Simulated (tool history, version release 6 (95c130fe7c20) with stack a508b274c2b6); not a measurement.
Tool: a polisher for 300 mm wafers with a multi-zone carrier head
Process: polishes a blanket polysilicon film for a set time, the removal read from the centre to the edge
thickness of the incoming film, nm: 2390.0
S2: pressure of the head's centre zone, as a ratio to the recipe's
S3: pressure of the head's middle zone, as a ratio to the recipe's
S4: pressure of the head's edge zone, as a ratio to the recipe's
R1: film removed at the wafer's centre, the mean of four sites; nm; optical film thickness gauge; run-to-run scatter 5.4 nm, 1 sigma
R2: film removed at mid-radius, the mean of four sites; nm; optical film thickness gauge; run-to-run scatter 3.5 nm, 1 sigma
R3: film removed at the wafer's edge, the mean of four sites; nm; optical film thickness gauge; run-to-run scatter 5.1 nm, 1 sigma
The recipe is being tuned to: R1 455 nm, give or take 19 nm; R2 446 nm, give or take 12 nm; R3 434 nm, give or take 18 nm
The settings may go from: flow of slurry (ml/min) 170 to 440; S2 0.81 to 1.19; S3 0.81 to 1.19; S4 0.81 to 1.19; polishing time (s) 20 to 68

{"run": 1, "day": 0.0, "flow of slurry (ml/min)": 280, "S2": 1, "S3": 1, "S4": 1, "polishing time (s)": 44, "R1": 605.84, "R2": 611.87, "R3": 599.14}
{"run": 2, "day": 0.096, "flow of slurry (ml/min)": 280, "S2": 1, "S3": 0.95, "S4": 1, "polishing time (s)": 44, "R1": 600.04, "R2": 596.84, "R3": 610.32}
{"run": 3, "day": 0.317, "flow of slurry (ml/min)": 275, "S2": 1, "S3": 0.95, "S4": 0.98, "polishing time (s)": 41, "R1": 553.99, "R2": 552.23, "R3": 571.26}
{"run": 4, "day": 0.496, "flow of slurry (ml/min)": 275, "S2": 1, "S3": 0.95, "S4": 0.95, "polishing time (s)": 41, "R1": 556.53, "R2": 549.47, "R3": 553.03}
{"run": 5, "day": 0.783, "flow of slurry (ml/min)": 275, "S2": 1, "S3": 0.95, "S4": 0.93, "polishing time (s)": 39, "R1": 533.68, "R2": 515.38, "R3": 520.74}
{"day": 1.112, "done": "slurry nozzle cleaned"}
{"run": 6, "day": 1.112, "flow of slurry (ml/min)": 275, "S2": 1.08, "S3": 0.95, "S4": 0.93, "polishing time (s)": 39, "R1": 582.2, "R2": 536.41, "R3": 530.13}
{"run": 7, "day": 1.338, "flow of slurry (ml/min)": 275, "S2": 1.06, "S3": 0.95, "S4": 0.91, "polishing time (s)": 38, "R1": 550.81, "R2": 522.92, "R3": 523.03}
{"run": 8, "day": 1.621, "flow of slurry (ml/min)": 275, "S2": 1.06, "S3": 0.95, "S4": 0.89, "polishing time (s)": 36, "R1": 533.76, "R2": 496.2, "R3": 491.47}
{"run": 9, "day": 1.954, "flow of slurry (ml/min)": 270, "S2": 1.04, "S3": 0.95, "S4": 0.88, "polishing time (s)": 35, "R1": 506.1, "R2": 478.09, "R3": 472.22}
{"run": 10, "day": 2.296, "flow of slurry (ml/min)": 265, "S2": 1.03, "S3": 0.95, "S4": 0.87, "polishing time (s)": 35, "R1": 517.03, "R2": 484.67, "R3": 475.85}
{"run": 11, "day": 2.458, "flow of slurry (ml/min)": 265, "S2": 1.01, "S3": 0.95, "S4": 0.87, "polishing time (s)": 34, "R1": 481.8, "R2": 468.29, "R3": 460.73}
{"run": 12, "day": 2.492, "flow of slurry (ml/min)": 265, "S2": 1.01, "S3": 0.95, "S4": 0.86, "polishing time (s)": 34, "R1": 473.49, "R2": 463.31, "R3": 448.11}
{"run": 13, "day": 2.65, "flow of slurry (ml/min)": 265, "S2": 1, "S3": 0.94, "S4": 0.85, "polishing time (s)": 34, "R1": 473.14, "R2": 460.83, "R3": 456.08}

Pick the move, out of 4, that brings all results within their allowed miss; only one does.
{"run": "A", "day": 2.808, "flow of slurry (ml/min)": 245, "S2": 1, "S3": 0.94, "S4": 0.83, "polishing time (s)": 33, "R1": "?", "R2": "?", "R3": "?"}
{"run": "B", "day": 2.808, "flow of slurry (ml/min)": 255, "S2": 0.96, "S3": 0.89, "S4": 0.88, "polishing time (s)": 36, "R1": "?", "R2": "?", "R3": "?"}
{"run": "C", "day": 2.808, "flow of slurry (ml/min)": 310, "S2": 1.01, "S3": 0.82, "S4": 0.86, "polishing time (s)": 36, "R1": "?", "R2": "?", "R3": "?"}
{"run": "D", "day": 2.808, "flow of slurry (ml/min)": 230, "S2": 1.06, "S3": 1.05, "S4": 0.81, "polishing time (s)": 32, "R1": "?", "R2": "?", "R3": "?"}

move=A R1=448.04 R2=446.26 R3=428.31
move=B R1=471.28 R2=470.93 R3=478.47
move=C R1=506.77 R2=454.27 R3=482.31
move=D R1=457.23 R2=464.51 R3=409.18
A: in spec on every target
B: further off than the last run
C: brings the last run's worst result on target, with another outside its allowed miss
D: further off than the last run
A is the move that brings every result within its allowed miss.
